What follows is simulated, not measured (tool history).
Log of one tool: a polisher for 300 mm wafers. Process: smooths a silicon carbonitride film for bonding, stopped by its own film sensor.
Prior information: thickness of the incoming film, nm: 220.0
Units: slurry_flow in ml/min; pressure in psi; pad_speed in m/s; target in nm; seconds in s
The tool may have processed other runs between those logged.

{"run": 1, "day": 0.0, "slurry_flow": 275, "pressure": 1.5, "pad_speed": 0.96, "slurry_solids": 1, "target": 202, "seconds": 76.132}
{"run": 2, "day": 0.025, "slurry_flow": 275, "pressure": 1.3, "pad_speed": 0.96, "slurry_solids": 1, "target": 202, "seconds": 86.843}
{"run": 3, "day": 0.162, "slurry_flow": 340, "pressure": 1.3, "pad_speed": 0.96, "slurry_solids": 1, "target": 202, "seconds": 86.276}
{"run": 4, "day": 0.308, "slurry_flow": 305, "pressure": 1.3, "pad_speed": 0.96, "slurry_solids": 1, "target": 202, "seconds": 85.259}
{"run": 5, "day": 0.625, "slurry_flow": 305, "pressure": 1.2, "pad_speed": 0.92, "slurry_solids": 1, "target": 202, "seconds": 96.34}
{"run": 6, "day": 0.925, "slurry_flow": 305, "pressure": 1.1, "pad_speed": 0.92, "slurry_solids": 1, "target": 202, "seconds": 103.2}
{"run": 7, "day": 1.179, "slurry_flow": 305, "pressure": 1, "pad_speed": 0.92, "slurry_solids": 1, "target": 202, "seconds": 114.69}

Run 8 is up next; what results do you expect?
{"run": 8, "day": 1.45, "slurry_flow": 305, "pressure": 1, "pad_speed": 0.92, "slurry_solids": 1, "target": 202, "seconds": "?"}

{"run 8": {"seconds": 113.93}}
